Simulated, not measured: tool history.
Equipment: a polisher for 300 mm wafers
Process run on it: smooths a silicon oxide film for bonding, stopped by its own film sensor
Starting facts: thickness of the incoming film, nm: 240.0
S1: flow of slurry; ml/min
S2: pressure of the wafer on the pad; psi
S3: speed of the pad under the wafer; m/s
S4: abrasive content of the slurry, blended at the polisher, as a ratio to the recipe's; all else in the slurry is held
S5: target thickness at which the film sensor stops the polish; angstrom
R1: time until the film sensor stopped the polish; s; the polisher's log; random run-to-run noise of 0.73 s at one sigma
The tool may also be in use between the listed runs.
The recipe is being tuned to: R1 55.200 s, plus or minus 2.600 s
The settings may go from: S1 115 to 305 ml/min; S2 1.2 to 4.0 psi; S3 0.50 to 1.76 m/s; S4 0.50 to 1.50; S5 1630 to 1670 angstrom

run	hour	S1	S2	S3	S4	S5	R1
1	0.0	195	2.6	1.12	1.00	1670	93.017
2	7.5	195	2.6	1.12	1.00	1670	90.529
3	14.7	195	3.1	1.12	1.00	1670	78.720
4	23.1	195	3.3	1.14	1.00	1670	69.908
5	27.7	195	3.3	1.14	0.80	1670	78.984
6	28.6	240	3.3	1.14	0.80	1670	78.038
# hour 36.3: slurry blender recalibrated
7	36.3	240	3.5	1.18	0.80	1670	61.541
8	38.1	240	3.5	1.18	0.80	1670	64.020
9	43.4	245	3.6	1.18	0.80	1670	61.242
10	45.1	250	3.6	1.18	0.80	1670	60.573
11	45.9	255	3.6	1.18	0.80	1670	60.474
12	48.8	260	3.6	1.18	0.80	1670	61.557
13	53.6	260	3.7	1.18	0.80	1670	58.833

Exercise: of the 4 proposed moves below, exactly one satisfies all targets within the stated allowed misses. Which move is it?
A	58.4	245	3.6	1.30	0.60	1670	?
B	58.4	250	3.3	1.24	0.95	1670	?
C	58.4	260	3.7	1.10	0.85	1660	?
D	58.4	260	3.7	1.28	0.90	1640	?

move	R1
A	63.212
B	59.828
C	60.122
D	55.538
A: further off than the last run
B: further off than the last run
C: further off than the last run
D: all results in spec
Move D is the one to make.

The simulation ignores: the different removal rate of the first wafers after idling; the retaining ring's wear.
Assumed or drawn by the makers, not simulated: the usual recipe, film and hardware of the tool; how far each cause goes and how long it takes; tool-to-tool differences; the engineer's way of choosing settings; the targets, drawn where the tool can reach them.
